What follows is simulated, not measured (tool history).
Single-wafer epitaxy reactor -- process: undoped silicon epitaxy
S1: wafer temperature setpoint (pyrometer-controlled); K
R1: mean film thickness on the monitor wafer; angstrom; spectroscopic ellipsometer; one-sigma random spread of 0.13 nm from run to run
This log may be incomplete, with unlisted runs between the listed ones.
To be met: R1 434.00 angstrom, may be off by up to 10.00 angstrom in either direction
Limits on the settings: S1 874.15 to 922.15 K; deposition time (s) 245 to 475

Run 1, hour 0.0: S1 898.15 K, deposition time (s) 360. Result: R1 344.64 angstrom.
Run 2, hour 2.7: S1 900.15 K, deposition time (s) 360. Result: R1 362.01 angstrom.
Run 3, hour 4.2: S1 900.15 K, deposition time (s) 331. Result: R1 330.99 angstrom.
Run 4, hour 9.9: S1 900.15 K, deposition time (s) 297. Result: R1 297.45 angstrom.
Run 5, hour 17.5: S1 900.15 K, deposition time (s) 348. Result: R1 349.68 angstrom.
Run 6, hour 25.3: S1 894.15 K, deposition time (s) 348. Result: R1 306.21 angstrom.
Run 7, hour 28.2: S1 898.15 K, deposition time (s) 349. Result: R1 334.31 angstrom.
Run 8, hour 29.1: S1 901.15 K, deposition time (s) 349. Result: R1 358.67 angstrom.
Run 9, hour 30.3: S1 911.15 K, deposition time (s) 351. Result: R1 445.51 angstrom.

Which single option among these 5 for the next run brings every result within its allowed miss of target? Just one does.
Run A, hour 31.5: S1 911.15 K, deposition time (s) 339. Result: R1 ?.
Run B, hour 31.5: S1 908.15 K, deposition time (s) 346. Result: R1 ?.
Run C, hour 31.5: S1 908.15 K, deposition time (s) 350. Result: R1 ?.
Run D, hour 31.5: S1 909.15 K, deposition time (s) 333. Result: R1 ?.
Run E, hour 31.5: S1 910.15 K, deposition time (s) 369. Result: R1 ?.

move      R1
   A  433.45
   B  414.91
   C  419.71
   D  407.97
   E  461.85
A: every result lands within tolerance
B: the result that was furthest off in the last run now lies on the other side of its target
C: the result that was furthest off in the last run now lies on the other side of its target
D: the result that was furthest off in the last run now lies on the other side of its target
E: moves away from the targets compared with the last run
A is the move that brings every result within its allowed miss.
